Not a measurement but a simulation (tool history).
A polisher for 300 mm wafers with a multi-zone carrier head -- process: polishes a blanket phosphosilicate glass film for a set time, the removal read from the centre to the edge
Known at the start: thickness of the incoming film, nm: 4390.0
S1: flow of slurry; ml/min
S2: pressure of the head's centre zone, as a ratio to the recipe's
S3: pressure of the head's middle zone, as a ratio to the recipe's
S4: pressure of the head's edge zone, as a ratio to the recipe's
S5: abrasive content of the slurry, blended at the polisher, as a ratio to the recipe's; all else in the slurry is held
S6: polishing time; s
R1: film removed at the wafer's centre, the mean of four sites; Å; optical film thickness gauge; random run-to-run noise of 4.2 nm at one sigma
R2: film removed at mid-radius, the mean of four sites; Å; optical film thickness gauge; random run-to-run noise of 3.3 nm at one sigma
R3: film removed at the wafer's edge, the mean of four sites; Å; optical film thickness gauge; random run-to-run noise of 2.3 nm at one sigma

| run | day | S1 | S2 | S3 | S4 | S5 | S6 | R1 | R2 | R3 |
|---|---|---|---|---|---|---|---|---|---|---|
| 1 | 0.000 | 225 | 1.00 | 1.00 | 1.00 | 1.00 | 49 | 5143.3 | 4874.0 | 4985.7 |
| 2 | 0.062 | 225 | 1.00 | 1.00 | 1.00 | 1.10 | 49 | 5280.8 | 5259.2 | 5214.3 |
| 3 | 0.183 | 185 | 1.00 | 1.00 | 1.00 | 1.10 | 49 | 5245.1 | 5039.5 | 5121.9 |
| 4 | 0.350 | 200 | 0.96 | 1.04 | 0.97 | 0.95 | 46 | 4496.6 | 4512.1 | 4388.4 |
| 5 | 0.658 | 210 | 0.92 | 1.08 | 0.96 | 0.85 | 44 | 3852.9 | 4157.6 | 3888.9 |
| 6 | 0.971 | 210 | 0.89 | 1.10 | 0.94 | 0.75 | 44 | 3311.7 | 3874.4 | 3405.3 |
| 7 | 1.346 | 205 | 0.87 | 1.08 | 0.91 | 0.75 | 44 | 3213.9 | 3840.2 | 3432.2 |
| 8 | 1.508 | 205 | 0.87 | 1.08 | 0.91 | 0.75 | 44 | 3172.0 | 3795.7 | 3369.9 |
| 9 | 1.592 | 200 | 0.87 | 1.07 | 0.89 | 0.70 | 44 | 3015.5 | 3532.5 | 3131.0 |
| 10 | 1.912 | 190 | 0.87 | 1.07 | 0.88 | 0.70 | 44 | 2929.6 | 3407.0 | 3093.2 |
| 11 | 2.083 | 190 | 0.87 | 1.07 | 0.88 | 0.70 | 44 | 2943.6 | 3456.5 | 3109.8 |
|  | 2.317 | centre zone pressure recalibrated |
| 12 | 2.317 | 185 | 0.87 | 1.08 | 0.87 | 0.70 | 44 | 2824.6 | 3503.3 | 3075.3 |

Run 13, settings as shown, results not yet in. Your forecast:
| 13 | 2.408 | 185 | 0.88 | 1.08 | 0.86 | 0.70 | 44 | ? | ? | ? |

{"run 13": {"R1": 2841.0, "R2": 3504.5, "R3": 3064.8}}
